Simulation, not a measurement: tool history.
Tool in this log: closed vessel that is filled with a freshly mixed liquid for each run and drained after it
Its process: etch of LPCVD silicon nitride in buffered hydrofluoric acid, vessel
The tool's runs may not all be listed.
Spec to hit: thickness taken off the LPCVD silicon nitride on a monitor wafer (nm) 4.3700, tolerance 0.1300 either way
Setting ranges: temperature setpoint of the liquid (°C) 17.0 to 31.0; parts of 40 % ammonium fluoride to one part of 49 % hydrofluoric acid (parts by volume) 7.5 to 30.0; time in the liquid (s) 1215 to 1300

run	day	temperature setpoint of the liquid (°C)	parts of 40 % ammonium fluoride to one part of 49 % hydrofluoric acid (parts by volume)	time in the liquid (s)	thickness taken off the LPCVD silicon nitride on a monitor wafer (nm)
1	0.000	23.0	22.0	1215	7.7022
2	0.233	22.0	23.0	1215	6.8565
3	0.325	21.0	23.5	1215	6.5478
4	0.450	21.0	26.5	1215	5.9177
5	0.550	20.5	27.0	1215	5.6931
6	0.762	20.5	27.0	1300	6.1593
7	0.904	20.0	27.5	1290	5.8975
8	1.075	19.5	28.0	1280	5.5990
9	1.383	19.0	28.5	1275	5.3366
# day 1.621: hydrofluoric acid flow meter replaced
10	1.621	18.5	29.0	1270	4.7806
11	1.738	18.0	29.0	1270	4.6998
12	2.071	17.5	29.0	1270	4.5036

Which single option among these 5 for the next run brings every result within its allowed miss of target? Just one does.
A	2.404	17.5	27.5	1255	?
B	2.404	17.0	29.5	1215	?
C	2.404	18.0	29.5	1280	?
D	2.404	17.0	27.5	1300	?
E	2.404	18.0	30.0	1230	?

move	thickness taken off the LPCVD silicon nitride on a monitor wafer (nm)
A	4.6493
B	4.1661
C	4.6476
D	4.6799
E	4.4143
A: its largest miss is bigger than the last run's
B: carries the result that was furthest off beyond its target, to the other side
C: its largest miss is bigger than the last run's
D: its largest miss is bigger than the last run's
E: each result inside its tolerance
E meets every target.
